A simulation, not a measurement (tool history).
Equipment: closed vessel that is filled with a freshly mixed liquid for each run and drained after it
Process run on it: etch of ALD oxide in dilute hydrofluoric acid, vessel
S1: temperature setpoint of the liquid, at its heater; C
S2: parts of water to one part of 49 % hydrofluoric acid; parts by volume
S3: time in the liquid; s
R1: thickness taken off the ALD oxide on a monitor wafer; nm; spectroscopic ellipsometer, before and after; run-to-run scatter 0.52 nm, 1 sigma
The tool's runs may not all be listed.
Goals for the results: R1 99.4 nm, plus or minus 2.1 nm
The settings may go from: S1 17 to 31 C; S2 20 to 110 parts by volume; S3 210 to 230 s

run    day    S1  S2   S3      R1
  1      0    23  60  210  66.426
  2  0.208    25  60  210  72.883
  3  0.279    23  60  210  65.956
  4  0.571    23  75  210  51.731
  5  0.821    23  95  210  40.238
  6  1.062  25.5  95  210   44.04
  7  1.133    27  85  210  53.269
  8  1.183    28  75  210  63.361
  9  1.517  28.5  70  210  70.218
 10  1.883    29  65  210  77.418
 11  2.262  29.5  60  210   86.38
 12  2.483    30  60  210  88.163

Of the 5 settings listed for the next run, only one would bring every result within its allowed miss of target. Which one?
  A  2.704  30.5  60  220   ?
  B  2.704    31  55  225   ?
  C  2.704    29  55  215   ?
  D  2.704  29.5  55  210   ?
  E  2.704    31  55  210   ?

move      R1
   A  93.202
   B  106.84
   C  94.423
   D  94.056
   E  99.719
A: nearer the targets than the last run, but a result is still out of spec
B: pushes the last run's worst result past its target
C: nearer the targets than the last run, but a result is still out of spec
D: nearer the targets than the last run, but a result is still out of spec
E: each result inside its tolerance
Answer: E
